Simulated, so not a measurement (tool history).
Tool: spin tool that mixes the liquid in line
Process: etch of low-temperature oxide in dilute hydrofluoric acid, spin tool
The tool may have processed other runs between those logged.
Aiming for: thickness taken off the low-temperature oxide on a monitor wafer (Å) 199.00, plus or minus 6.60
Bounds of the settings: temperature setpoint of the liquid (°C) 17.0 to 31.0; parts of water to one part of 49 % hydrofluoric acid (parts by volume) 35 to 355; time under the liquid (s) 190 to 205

| run | hour | temperature setpoint of the liquid (°C) | parts of water to one part of 49 % hydrofluoric acid (parts by volume) | time under the liquid (s) | thickness taken off the low-temperature oxide on a monitor wafer (Å) |
|---|---|---|---|---|---|
| 1 | 0.0 | 23.0 | 195 | 190 | 126.37 |
| 2 | 2.4 | 23.0 | 195 | 205 | 138.42 |
| 3 | 5.7 | 23.0 | 195 | 205 | 137.59 |
| 4 | 13.1 | 23.0 | 195 | 205 | 140.02 |
| 5 | 17.1 | 25.0 | 190 | 205 | 155.17 |
| 6 | 23.8 | 25.0 | 260 | 205 | 105.04 |
| 7 | 25.0 | 27.0 | 235 | 205 | 125.66 |
| 8 | 33.4 | 28.0 | 215 | 205 | 146.82 |
| 9 | 40.8 | 31.0 | 175 | 205 | 211.87 |
| 10 | 47.9 | 30.5 | 175 | 205 | 210.08 |

Consider the 5 candidate settings below. Which is the only one whose results all fall within their allowed miss of target?
| A | 55.0 | 31.0 | 160 | 205 | ? |
| B | 55.0 | 31.0 | 170 | 205 | ? |
| C | 55.0 | 28.0 | 170 | 205 | ? |
| D | 55.0 | 29.5 | 190 | 205 | ? |
| E | 55.0 | 31.0 | 175 | 205 | ? |

| move | thickness taken off the low-temperature oxide on a monitor wafer (Å) |
|---|---|
| A | 237.80 |
| B | 220.90 |
| C | 198.54 |
| D | 182.85 |
| E | 213.20 |
A: its largest miss is bigger than the last run's
B: its largest miss is bigger than the last run's
C: hits every target within its allowed miss
D: pushes the last run's worst result past its target
E: its largest miss is bigger than the last run's
Correct choice: C, which meets every target
